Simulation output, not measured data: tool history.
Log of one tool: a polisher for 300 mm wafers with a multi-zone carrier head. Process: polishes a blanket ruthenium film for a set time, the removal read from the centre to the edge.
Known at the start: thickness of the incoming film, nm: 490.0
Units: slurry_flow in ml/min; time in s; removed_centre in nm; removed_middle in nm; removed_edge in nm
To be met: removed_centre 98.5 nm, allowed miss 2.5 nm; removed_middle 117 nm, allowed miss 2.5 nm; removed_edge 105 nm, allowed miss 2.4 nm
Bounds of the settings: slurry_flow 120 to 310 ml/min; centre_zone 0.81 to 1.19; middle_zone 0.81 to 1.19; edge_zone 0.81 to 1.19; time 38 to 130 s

run  hour  slurry_flow  centre_zone  middle_zone  edge_zone  time  removed_centre  removed_middle  removed_edge
  1     0          200            1            1          1    84          100.63          100.93        97.272
  2   1.4          215         0.98         1.02       1.01    84          100.26           102.2        97.376
  3   4.5          220         0.96         1.05       1.04    85          101.36          106.79        100.51
  4    11          225         0.94         1.07       1.06    85          98.139          109.73        101.56
  5  16.6          225         0.98         1.07       1.06    85          101.46          110.11        101.87
  6  25.6          230         0.97         1.08       1.07    85          101.49          111.89        102.92
  7  30.3          230         0.96         1.09       1.08    85          100.28          111.08        102.18
  8  35.8          235         0.95          1.1       1.09    85          98.481          112.81        103.23
     38.3  -- edge zone pressure recalibrated
  9  38.3          240         0.95         1.11       1.09    85          99.947          114.98        109.87
 10  41.2          230         0.96         1.12       1.09    85          99.526          114.63        108.28
 11  50.2          240         0.95         1.12       1.08    85          99.585          113.59        107.82
 12    54          235         0.96         1.12        1.1    85          99.437          114.08        109.91
 13  57.1          235         0.95         1.12       1.09    85          99.866          114.04        109.74
 14  63.9          250         0.94          1.1       1.11    85          100.32          114.08        111.99
 15  67.5          245         0.94         1.11        1.1    85          98.483          113.78        110.44
 16  73.8          240         0.94         1.12       1.09    85          98.941          115.26        109.14
 17  77.1          235         0.94         1.13       1.07    85          98.527          114.79        107.88

5 next moves are on the table. One of them brings every result within its allowed miss. Which?
  A  80.4          120            1         1.19       0.83    99               ?               ?             ?
  B  80.4          255         1.03          1.1       1.06    83               ?               ?             ?
  C  80.4          165         0.97         1.18       0.95    88               ?               ?             ?
  D  80.4          290         0.97         1.12       0.98    85               ?               ?             ?
  E  80.4          175         0.94         1.14       0.97    90               ?               ?             ?

move  removed_centre  removed_middle  removed_edge
   A          106.83          122.28        101.38
   B          108.59          110.74        105.98
   C          100.54           116.6        101.24
   D          106.37          116.89        105.57
   E          100.86          117.09        105.49
A: takes the result that was furthest off past its target
B: brings the result that was furthest off to its target, and leaves another outside
C: takes the result that was furthest off past its target
D: brings the result that was furthest off to its target, and leaves another outside
E: meets every target
Move E is the one to make.

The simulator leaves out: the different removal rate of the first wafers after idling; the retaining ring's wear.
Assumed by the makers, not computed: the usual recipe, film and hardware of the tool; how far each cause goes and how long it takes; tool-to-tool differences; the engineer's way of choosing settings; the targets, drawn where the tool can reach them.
